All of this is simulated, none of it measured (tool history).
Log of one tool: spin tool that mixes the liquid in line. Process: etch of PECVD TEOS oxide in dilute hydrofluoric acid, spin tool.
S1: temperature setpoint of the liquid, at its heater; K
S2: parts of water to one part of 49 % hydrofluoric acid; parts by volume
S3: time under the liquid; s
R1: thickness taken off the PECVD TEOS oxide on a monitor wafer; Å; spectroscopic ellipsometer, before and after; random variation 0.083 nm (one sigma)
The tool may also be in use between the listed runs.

run,hour,S1,S2,S3,R1
1,0.0,297.15,60,80,218.36
2,6.1,294.15,60,80,193.14
3,8.1,294.15,50,80,235.56
4,14.1,296.65,50,80,259.63
5,17.4,296.65,30,80,447.00
6,20.9,295.15,40,80,310.57
7,27.9,293.65,45,80,258.33
8,33.3,292.65,50,80,219.32
9,36.4,292.15,55,80,196.61

The next listed run, before its measurement:
10,37.7,291.65,60,80,?

{"run 10": {"R1": 173.57}}
